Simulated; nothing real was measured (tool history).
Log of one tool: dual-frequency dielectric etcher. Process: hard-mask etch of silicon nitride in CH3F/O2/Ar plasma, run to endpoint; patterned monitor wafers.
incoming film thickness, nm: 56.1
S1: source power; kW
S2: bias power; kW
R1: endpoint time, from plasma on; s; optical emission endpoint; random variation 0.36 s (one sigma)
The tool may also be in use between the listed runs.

{"run": 1, "hour": 0.0, "S1": 0.44, "S2": 0.086, "R1": 71.386}
{"run": 2, "hour": 4.2, "S1": 0.44, "S2": 0.076, "R1": 75.765}
{"run": 3, "hour": 11.9, "S1": 0.47, "S2": 0.076, "R1": 73.79}
{"run": 4, "hour": 18.9, "S1": 0.51, "S2": 0.082, "R1": 68.697}
{"run": 5, "hour": 22.3, "S1": 0.54, "S2": 0.085, "R1": 66.224}
{"run": 6, "hour": 26.5, "S1": 0.54, "S2": 0.079, "R1": 67.944}
{"run": 7, "hour": 30.1, "S1": 0.56, "S2": 0.083, "R1": 65.548}
{"run": 8, "hour": 32.8, "S1": 0.58, "S2": 0.086, "R1": 63.804}

Run 9 comes next. What will it give?
{"run": 9, "hour": 34.1, "S1": 0.59, "S2": 0.089, "R1": "?"}

R1: 62.474 s
